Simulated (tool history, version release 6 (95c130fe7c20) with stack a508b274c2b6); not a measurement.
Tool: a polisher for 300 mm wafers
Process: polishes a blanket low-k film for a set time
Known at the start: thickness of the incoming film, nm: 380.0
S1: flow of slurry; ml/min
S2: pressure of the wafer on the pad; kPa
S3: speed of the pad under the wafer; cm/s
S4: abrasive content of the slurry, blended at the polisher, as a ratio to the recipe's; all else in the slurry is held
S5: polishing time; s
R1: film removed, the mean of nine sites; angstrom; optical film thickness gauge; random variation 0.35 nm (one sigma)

Run 1, day 0: S1 295 ml/min, S2 10.3 kPa, S3 120 cm/s, S4 1, S5 102 s. Result: R1 439.39 angstrom.
Run 2, day 0.204: S1 295 ml/min, S2 10.3 kPa, S3 120 cm/s, S4 1, S5 108 s. Result: R1 450.18 angstrom.
Run 3, day 0.312: S1 295 ml/min, S2 10.3 kPa, S3 132 cm/s, S4 1, S5 108 s. Result: R1 493.79 angstrom.
Run 4, day 0.675: S1 295 ml/min, S2 10.3 kPa, S3 160 cm/s, S4 1, S5 108 s. Result: R1 558.38 angstrom.
Run 5, day 0.933: S1 295 ml/min, S2 10.3 kPa, S3 160 cm/s, S4 0.85, S5 108 s. Result: R1 496.82 angstrom.
Run 6, day 1: S1 295 ml/min, S2 10.3 kPa, S3 160 cm/s, S4 1.05, S5 108 s. Result: R1 564.91 angstrom.
Run 7, day 1.117: S1 295 ml/min, S2 7.6 kPa, S3 156 cm/s, S4 1.05, S5 108 s. Result: R1 410.03 angstrom.

The next listed run, before its measurement:
Run 8, day 1.288: S1 295 ml/min, S2 6.9 kPa, S3 156 cm/s, S4 1.05, S5 108 s. Result: R1 ?.

{"run 8": {"R1": 378.19}}

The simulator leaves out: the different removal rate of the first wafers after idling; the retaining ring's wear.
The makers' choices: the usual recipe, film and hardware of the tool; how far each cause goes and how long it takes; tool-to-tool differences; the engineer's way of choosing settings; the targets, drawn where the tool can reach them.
